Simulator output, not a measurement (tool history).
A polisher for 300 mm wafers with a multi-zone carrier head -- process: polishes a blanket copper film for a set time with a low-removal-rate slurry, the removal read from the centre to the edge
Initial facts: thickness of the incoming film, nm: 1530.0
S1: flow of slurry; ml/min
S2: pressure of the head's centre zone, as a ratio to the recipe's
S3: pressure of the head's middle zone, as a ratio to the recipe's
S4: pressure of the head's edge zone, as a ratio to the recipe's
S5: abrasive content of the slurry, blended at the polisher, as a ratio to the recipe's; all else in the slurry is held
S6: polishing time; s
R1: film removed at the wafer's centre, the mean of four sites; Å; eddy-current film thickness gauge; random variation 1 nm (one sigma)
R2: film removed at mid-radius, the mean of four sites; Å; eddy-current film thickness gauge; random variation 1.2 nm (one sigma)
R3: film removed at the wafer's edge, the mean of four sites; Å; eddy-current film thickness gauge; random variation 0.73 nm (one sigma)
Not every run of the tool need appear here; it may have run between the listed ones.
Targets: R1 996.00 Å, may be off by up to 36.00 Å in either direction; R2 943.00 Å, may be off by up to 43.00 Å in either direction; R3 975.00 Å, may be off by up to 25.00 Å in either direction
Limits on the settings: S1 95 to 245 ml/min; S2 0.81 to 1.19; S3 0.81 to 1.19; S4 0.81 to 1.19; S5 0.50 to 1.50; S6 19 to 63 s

run 1 hour=0.0 | S1=155 S2=1.00 S3=1.00 S4=1.00 S5=1.00 S6=41 | R1=745.24 R2=716.08 R3=736.30
run 2 hour=8.3 | S1=155 S2=1.08 S3=1.00 S4=1.00 S5=1.00 S6=41 | R1=797.44 R2=716.54 R3=739.57
run 3 hour=13.6 | S1=155 S2=1.08 S3=1.00 S4=1.00 S5=1.00 S6=35 | R1=686.55 R2=628.02 R3=643.19
run 4 hour=21.2 | S1=155 S2=1.08 S3=1.00 S4=1.00 S5=1.15 S6=35 | R1=699.01 R2=634.53 R3=647.26
run 5 hour=24.3 | S1=165 S2=1.08 S3=1.01 S4=1.04 S5=1.20 S6=37 | R1=749.68 R2=700.71 R3=706.93
run 6 hour=29.7 | S1=165 S2=1.08 S3=1.01 S4=1.11 S5=1.20 S6=37 | R1=761.65 R2=700.13 R3=736.82
run 7 hour=30.2 | S1=170 S2=1.08 S3=1.02 S4=1.13 S5=1.25 S6=39 | R1=804.57 R2=748.95 R3=795.73
run 8 hour=34.6 | S1=180 S2=1.09 S3=1.03 S4=1.14 S5=1.30 S6=40 | R1=869.13 R2=771.39 R3=839.12
run 9 hour=40.0 | S1=185 S2=1.09 S3=1.06 S4=1.15 S5=1.35 S6=40 | R1=882.45 R2=823.49 R3=856.29
run 10 hour=46.4 | S1=190 S2=1.09 S3=1.07 S4=1.16 S5=1.40 S6=40 | R1=881.79 R2=856.19 R3=872.57
run 11 hour=49.0 | S1=195 S2=1.09 S3=1.07 S4=1.17 S5=1.40 S6=40 | R1=886.14 R2=858.78 R3=883.82

Below are 4 possible settings for the next run. Only one of them brings all results inside the allowed miss of their targets. Which is it?
run A hour=51.6 | S1=215 S2=1.08 S3=1.15 S4=1.06 S5=1.30 S6=44 | R1=? R2=? R3=?
run B hour=51.6 | S1=145 S2=1.02 S3=0.86 S4=1.19 S5=1.35 S6=49 | R1=? R2=? R3=?
run C hour=51.6 | S1=200 S2=1.09 S3=1.08 S4=1.17 S5=1.35 S6=45 | R1=? R2=? R3=?
run D hour=51.6 | S1=230 S2=1.10 S3=0.94 S4=1.19 S5=1.25 S6=42 | R1=? R2=? R3=?

move=A R1=984.39 R2=989.14 R3=902.61
move=B R1=964.26 R2=812.51 R3=1027.20
move=C R1=1013.10 R2=957.20 R3=972.96
move=D R1=956.29 R2=795.25 R3=914.08
A: moves toward the targets from the last run without getting all of them in spec
B: the result that was furthest off in the last run now lies on the other side of its target
C: all results land within tolerance of their targets
D: moves toward the targets from the last run without getting all of them in spec
Correct choice: C, which meets every target
